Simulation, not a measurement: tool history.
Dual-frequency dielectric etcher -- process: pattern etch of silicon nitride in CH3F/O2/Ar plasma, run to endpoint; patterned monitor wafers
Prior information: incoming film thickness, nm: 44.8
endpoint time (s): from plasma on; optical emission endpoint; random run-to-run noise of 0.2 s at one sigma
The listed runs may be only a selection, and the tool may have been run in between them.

run,day,source power (kW),bias power (kW),endpoint time (s)
1,0,0.35,0.083,65.773
2,0.171,0.38,0.087,62.764
3,0.229,0.38,0.093,60.465
4,0.304,0.4,0.095,59.039
5,0.612,0.4,0.089,60.825
6,0.688,0.42,0.091,59.048

What will run 7 give?
7,0.721,0.43,0.092,?

endpoint time (s): 58.517
